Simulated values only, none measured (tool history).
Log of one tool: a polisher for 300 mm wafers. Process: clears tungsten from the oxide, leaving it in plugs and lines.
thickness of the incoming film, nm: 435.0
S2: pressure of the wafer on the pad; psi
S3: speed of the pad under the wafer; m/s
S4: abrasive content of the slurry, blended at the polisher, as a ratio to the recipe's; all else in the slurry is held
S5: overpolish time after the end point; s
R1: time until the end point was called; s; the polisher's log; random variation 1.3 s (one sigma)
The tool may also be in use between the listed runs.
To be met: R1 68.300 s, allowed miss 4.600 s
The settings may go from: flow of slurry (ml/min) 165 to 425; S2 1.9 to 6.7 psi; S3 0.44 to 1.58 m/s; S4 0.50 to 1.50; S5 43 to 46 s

Run 1, hour 0.0: flow of slurry (ml/min) 275, S2 4.3 psi, S3 1.00 m/s, S4 1.00, S5 43 s. Result: R1 98.564 s.
Run 2, hour 3.2: flow of slurry (ml/min) 275, S2 3.5 psi, S3 1.00 m/s, S4 1.00, S5 43 s. Result: R1 113.020 s.
Run 3, hour 6.9: flow of slurry (ml/min) 275, S2 3.0 psi, S3 1.00 m/s, S4 1.00, S5 43 s. Result: R1 120.920 s.
Run 4, hour 8.4: flow of slurry (ml/min) 275, S2 3.3 psi, S3 1.02 m/s, S4 1.00, S5 43 s. Result: R1 111.620 s.
Run 5, hour 9.8: flow of slurry (ml/min) 275, S2 3.3 psi, S3 1.02 m/s, S4 1.00, S5 46 s. Result: R1 112.740 s.
Run 6, hour 16.7: flow of slurry (ml/min) 275, S2 3.3 psi, S3 1.02 m/s, S4 1.20, S5 46 s. Result: R1 104.150 s.
Run 7, hour 20.1: flow of slurry (ml/min) 275, S2 3.5 psi, S3 1.04 m/s, S4 1.20, S5 46 s. Result: R1 105.660 s.
Run 8, hour 25.3: flow of slurry (ml/min) 275, S2 3.8 psi, S3 1.06 m/s, S4 1.20, S5 46 s. Result: R1 95.881 s.
Run 9, hour 32.7: flow of slurry (ml/min) 275, S2 4.0 psi, S3 1.08 m/s, S4 1.20, S5 46 s. Result: R1 90.571 s.

5 next moves are on the table. One of them brings every result within its allowed miss. Which?
Run A, hour 40.1: flow of slurry (ml/min) 260, S2 4.0 psi, S3 1.26 m/s, S4 1.30, S5 44 s. Result: R1 ?.
Run B, hour 40.1: flow of slurry (ml/min) 280, S2 5.5 psi, S3 1.34 m/s, S4 1.30, S5 43 s. Result: R1 ?.
Run C, hour 40.1: flow of slurry (ml/min) 275, S2 3.5 psi, S3 1.04 m/s, S4 1.25, S5 44 s. Result: R1 ?.
Run D, hour 40.1: flow of slurry (ml/min) 315, S2 4.6 psi, S3 1.28 m/s, S4 1.25, S5 46 s. Result: R1 ?.
Run E, hour 40.1: flow of slurry (ml/min) 230, S2 3.7 psi, S3 1.38 m/s, S4 1.30, S5 46 s. Result: R1 ?.

move       R1
   A   79.201
   B   58.889
   C  104.590
   D   69.928
   E   77.547
A: nearer than the last run, and not there yet
B: takes the result that was furthest off past its target
C: further off than the last run
D: meets every target
E: nearer than the last run, and not there yet
The right move is D.

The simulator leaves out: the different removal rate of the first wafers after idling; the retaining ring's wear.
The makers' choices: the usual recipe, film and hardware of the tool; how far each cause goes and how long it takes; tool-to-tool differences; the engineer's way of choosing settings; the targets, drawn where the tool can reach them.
